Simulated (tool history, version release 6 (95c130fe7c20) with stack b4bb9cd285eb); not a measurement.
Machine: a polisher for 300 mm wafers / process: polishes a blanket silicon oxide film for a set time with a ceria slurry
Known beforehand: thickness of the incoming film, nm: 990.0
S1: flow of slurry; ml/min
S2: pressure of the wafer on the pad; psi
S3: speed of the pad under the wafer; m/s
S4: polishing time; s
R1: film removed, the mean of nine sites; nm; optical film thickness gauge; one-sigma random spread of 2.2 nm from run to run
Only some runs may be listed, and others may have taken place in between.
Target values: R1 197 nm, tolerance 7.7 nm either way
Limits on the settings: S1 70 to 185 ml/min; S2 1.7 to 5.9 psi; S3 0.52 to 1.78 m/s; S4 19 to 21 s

| run | hour | S1 | S2 | S3 | S4 | R1 |
|---|---|---|---|---|---|---|
| 1 | 0 | 120 | 3.8 | 1.14 | 21 | 125.28 |
| 2 | 6.9 | 120 | 3.8 | 1.14 | 21 | 126.92 |
| 3 | 8.9 | 125 | 4.1 | 1.14 | 21 | 133.39 |
| 4 | 9.5 | 125 | 4.7 | 1.14 | 21 | 153.8 |
| 5 | 11 | 125 | 4.9 | 1.14 | 21 | 161.23 |
| 6 | 17.7 | 125 | 4.9 | 0.98 | 21 | 138.02 |
| 7 | 21.7 | 145 | 5.9 | 1.06 | 21 | 179.8 |
| 8 | 23 | 145 | 5.9 | 1.08 | 21 | 183.4 |
| 9 | 25 | 145 | 5.9 | 1.1 | 21 | 186.34 |
| 10 | 30.1 | 145 | 5.9 | 1.12 | 21 | 188.3 |

Pick the move, out of 4, that brings all results within their allowed miss; only one does.
| A | 35.2 | 135 | 5.9 | 1.14 | 20 | ? |
| B | 35.2 | 140 | 5.9 | 1.16 | 21 | ? |
| C | 35.2 | 150 | 5.9 | 1.08 | 20 | ? |
| D | 35.2 | 140 | 5.9 | 1.06 | 21 | ? |

| move | R1 |
|---|---|
| A | 180.85 |
| B | 194.51 |
| C | 175.09 |
| D | 178.24 |
A: further off than the last run
B: all results in spec
C: further off than the last run
D: further off than the last run
The right move is B.

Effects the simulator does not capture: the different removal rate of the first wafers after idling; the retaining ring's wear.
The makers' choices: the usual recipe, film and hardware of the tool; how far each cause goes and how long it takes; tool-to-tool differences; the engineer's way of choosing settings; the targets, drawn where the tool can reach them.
